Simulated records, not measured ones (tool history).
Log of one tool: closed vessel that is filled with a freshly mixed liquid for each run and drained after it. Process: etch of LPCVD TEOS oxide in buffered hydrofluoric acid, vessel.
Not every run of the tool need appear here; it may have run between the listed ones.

run,day,temperature setpoint of the liquid (°C),parts of 40 % ammonium fluoride to one part of 49 % hydrofluoric acid (parts by volume),time in the liquid (s),thickness taken off the LPCVD TEOS oxide on a monitor wafer (Å)
1,0,20,8.5,105,3942.6
2,0.1,23,8.5,105,4766.6
3,0.267,23,6.5,105,6195.1
4,0.371,23,8,105,4919.5
5,0.633,23,6.5,105,6096.2
6,0.762,24.5,6.5,105,6527.1
7,0.996,20.5,9.5,105,3692.4
8,1.112,20,9.5,105,3524.8
9,1.212,19.5,9.5,105,3508.5

Expected results for the next run?
10,1.504,19,10,105,?

Run 10 gave thickness taken off the LPCVD TEOS oxide on a monitor wafer (Å) 3209.7.

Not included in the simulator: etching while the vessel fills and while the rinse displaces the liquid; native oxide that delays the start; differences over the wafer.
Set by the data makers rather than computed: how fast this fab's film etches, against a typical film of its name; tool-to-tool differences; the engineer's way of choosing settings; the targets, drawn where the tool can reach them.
